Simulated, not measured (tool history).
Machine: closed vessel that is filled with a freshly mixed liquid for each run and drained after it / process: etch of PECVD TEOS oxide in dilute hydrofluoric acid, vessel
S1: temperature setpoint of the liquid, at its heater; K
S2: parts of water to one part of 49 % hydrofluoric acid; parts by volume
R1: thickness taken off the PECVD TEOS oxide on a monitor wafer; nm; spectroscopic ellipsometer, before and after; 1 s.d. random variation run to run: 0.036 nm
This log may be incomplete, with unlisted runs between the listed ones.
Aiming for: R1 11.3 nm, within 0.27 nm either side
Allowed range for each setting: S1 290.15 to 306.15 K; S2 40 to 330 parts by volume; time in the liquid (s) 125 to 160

run 1 day=0 | S1=298.15 S2=185 time_in_the_liquid_(s)=160 | R1=22.217
run 2 day=0.362 | S1=296.65 S2=195 time_in_the_liquid_(s)=160 | R1=19.58
run 3 day=0.458 | S1=295.65 S2=205 time_in_the_liquid_(s)=160 | R1=17.923
run 4 day=0.738 | S1=295.65 S2=205 time_in_the_liquid_(s)=160 | R1=17.932
run 5 day=0.933 | S1=294.65 S2=215 time_in_the_liquid_(s)=160 | R1=16.348
run 6 day=1 | S1=294.15 S2=220 time_in_the_liquid_(s)=160 | R1=15.486
run 7 day=1.188 | S1=293.65 S2=225 time_in_the_liquid_(s)=160 | R1=14.791
run 8 day=1.425 | S1=293.15 S2=230 time_in_the_liquid_(s)=160 | R1=14.153
run 9 day=1.492 | S1=292.65 S2=235 time_in_the_liquid_(s)=160 | R1=13.507
-- day=1.783 thermometer replaced
run 10 day=1.783 | S1=292.15 S2=240 time_in_the_liquid_(s)=160 | R1=12.144
run 11 day=1.962 | S1=291.65 S2=240 time_in_the_liquid_(s)=160 | R1=11.909
run 12 day=2.254 | S1=291.15 S2=240 time_in_the_liquid_(s)=160 | R1=11.65

4 next moves are on the table. One of them brings every result within its allowed miss. Which?
run A day=2.546 | S1=290.15 S2=220 time_in_the_liquid_(s)=155 | R1=?
run B day=2.546 | S1=291.15 S2=220 time_in_the_liquid_(s)=130 | R1=?
run C day=2.546 | S1=290.65 S2=235 time_in_the_liquid_(s)=155 | R1=?
run D day=2.546 | S1=293.15 S2=255 time_in_the_liquid_(s)=145 | R1=?

move=A R1=12.117
move=B R1=10.569
move=C R1=11.413
move=D R1=10.629
A: the biggest miss grows against the last run
B: carries the result that was furthest off beyond its target, to the other side
C: each result inside its tolerance
D: carries the result that was furthest off beyond its target, to the other side
C is the move that brings every result within its allowed miss.

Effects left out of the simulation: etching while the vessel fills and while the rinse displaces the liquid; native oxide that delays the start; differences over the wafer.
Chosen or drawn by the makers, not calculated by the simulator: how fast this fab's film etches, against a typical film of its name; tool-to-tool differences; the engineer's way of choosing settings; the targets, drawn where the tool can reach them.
